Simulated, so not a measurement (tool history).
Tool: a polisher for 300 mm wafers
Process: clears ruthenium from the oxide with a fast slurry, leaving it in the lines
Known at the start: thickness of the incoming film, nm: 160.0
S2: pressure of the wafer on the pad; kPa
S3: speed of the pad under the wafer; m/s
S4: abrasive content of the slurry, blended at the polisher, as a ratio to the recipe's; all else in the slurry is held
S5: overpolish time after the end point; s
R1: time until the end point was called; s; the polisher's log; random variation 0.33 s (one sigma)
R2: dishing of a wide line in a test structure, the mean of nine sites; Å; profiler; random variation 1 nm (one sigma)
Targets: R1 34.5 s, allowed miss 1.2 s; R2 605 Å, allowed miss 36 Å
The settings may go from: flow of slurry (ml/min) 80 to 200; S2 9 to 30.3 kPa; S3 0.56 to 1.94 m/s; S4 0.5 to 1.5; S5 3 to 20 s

{"run": 1, "day": 0.0, "flow of slurry (ml/min)": 130, "S2": 19.3, "S3": 1.24, "S4": 1, "S5": 10, "R1": 34.845, "R2": 345.23}
{"run": 2, "day": 0.038, "flow of slurry (ml/min)": 130, "S2": 19.3, "S3": 1.24, "S4": 1, "S5": 11, "R1": 34.989, "R2": 387.11}
{"run": 3, "day": 0.154, "flow of slurry (ml/min)": 130, "S2": 19.3, "S3": 1.24, "S4": 1, "S5": 12, "R1": 34.714, "R2": 414.99}
{"run": 4, "day": 0.204, "flow of slurry (ml/min)": 130, "S2": 19.3, "S3": 1.24, "S4": 1, "S5": 13, "R1": 34.817, "R2": 448.53}
{"run": 5, "day": 0.362, "flow of slurry (ml/min)": 130, "S2": 19.3, "S3": 1.24, "S4": 1, "S5": 14, "R1": 34.847, "R2": 494.42}
{"day": 0.683, "done": "worn pad replaced by a new one"}
{"run": 6, "day": 0.683, "flow of slurry (ml/min)": 130, "S2": 19.3, "S3": 1.24, "S4": 1, "S5": 15, "R1": 32.469, "R2": 536.03}
{"run": 7, "day": 1.042, "flow of slurry (ml/min)": 100, "S2": 17.2, "S3": 1.24, "S4": 1, "S5": 18, "R1": 38.926, "R2": 536.79}
{"run": 8, "day": 1.171, "flow of slurry (ml/min)": 110, "S2": 17.2, "S3": 1.24, "S4": 1, "S5": 18, "R1": 37.471, "R2": 543.25}
{"run": 9, "day": 1.521, "flow of slurry (ml/min)": 110, "S2": 17.2, "S3": 1.24, "S4": 1, "S5": 18, "R1": 36.85, "R2": 563.68}

Which of these 4 next moves meets every target?
{"run": "A", "day": 1.871, "flow of slurry (ml/min)": 115, "S2": 15.9, "S3": 1.46, "S4": 1.15, "S5": 15, "R1": "?", "R2": "?"}
{"run": "B", "day": 1.871, "flow of slurry (ml/min)": 140, "S2": 20, "S3": 1.04, "S4": 1.2, "S5": 18, "R1": "?", "R2": "?"}
{"run": "C", "day": 1.871, "flow of slurry (ml/min)": 95, "S2": 15.2, "S3": 1.34, "S4": 1.2, "S5": 16, "R1": "?", "R2": "?"}
{"run": "D", "day": 1.871, "flow of slurry (ml/min)": 115, "S2": 17.9, "S3": 1.5, "S4": 0.85, "S5": 17, "R1": "?", "R2": "?"}

move=A R1=33.006 R2=532.61
move=B R1=34.975 R2=592.45
move=C R1=38.102 R2=497.23
move=D R1=32.146 R2=606.22
A: takes the result that was furthest off past its target
B: meets every target
C: further off than the last run
D: takes the result that was furthest off past its target
The right move is B.

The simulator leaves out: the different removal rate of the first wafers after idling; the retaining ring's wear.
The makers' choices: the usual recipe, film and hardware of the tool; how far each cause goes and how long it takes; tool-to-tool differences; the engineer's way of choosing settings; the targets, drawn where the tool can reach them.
